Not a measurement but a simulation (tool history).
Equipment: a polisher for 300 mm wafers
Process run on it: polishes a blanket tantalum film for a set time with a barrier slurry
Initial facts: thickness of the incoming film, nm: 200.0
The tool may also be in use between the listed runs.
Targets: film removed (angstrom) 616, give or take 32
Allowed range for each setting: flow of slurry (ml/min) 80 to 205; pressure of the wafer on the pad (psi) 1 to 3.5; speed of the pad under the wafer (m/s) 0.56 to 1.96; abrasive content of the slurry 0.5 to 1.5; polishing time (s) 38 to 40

run	hour	flow of slurry (ml/min)	pressure of the wafer on the pad (psi)	speed of the pad under the wafer (m/s)	abrasive content of the slurry	polishing time (s)	film removed (angstrom)
1	0	135	2.2	1.26	1	38	959.01
2	6.8	135	2	1.26	1	38	856.73
3	14.8	135	2	1.46	1	38	997.78
4	16.9	135	2	1.46	1.1	38	989.9
5	19.5	135	1.8	1.46	1.1	38	922.34
6	23	135	1.7	1.44	1.1	38	850.11
7	26.8	135	1.6	1.44	1.1	38	818.58
8	29.7	135	1.5	1.44	1.1	38	770.14
9	34.4	130	1	1.42	1.1	38	515.51
10	39.1	135	1	1.42	1.1	38	506.76

Next run, 4 choices. One meets every target within its allowed miss, the rest don't. Which?
A	43.8	125	1.2	1.36	1.1	40	?
B	43.8	125	1	1.3	1.05	38	?
C	43.8	125	1.2	1.1	1.05	38	?
D	43.8	150	1.1	1.02	0.9	40	?

move	film removed (angstrom)
A	600.83
B	455.23
C	459.74
D	414.57
A: in spec on every target
B: its largest miss is bigger than the last run's
C: its largest miss is bigger than the last run's
D: its largest miss is bigger than the last run's
Go with A: it meets all targets.

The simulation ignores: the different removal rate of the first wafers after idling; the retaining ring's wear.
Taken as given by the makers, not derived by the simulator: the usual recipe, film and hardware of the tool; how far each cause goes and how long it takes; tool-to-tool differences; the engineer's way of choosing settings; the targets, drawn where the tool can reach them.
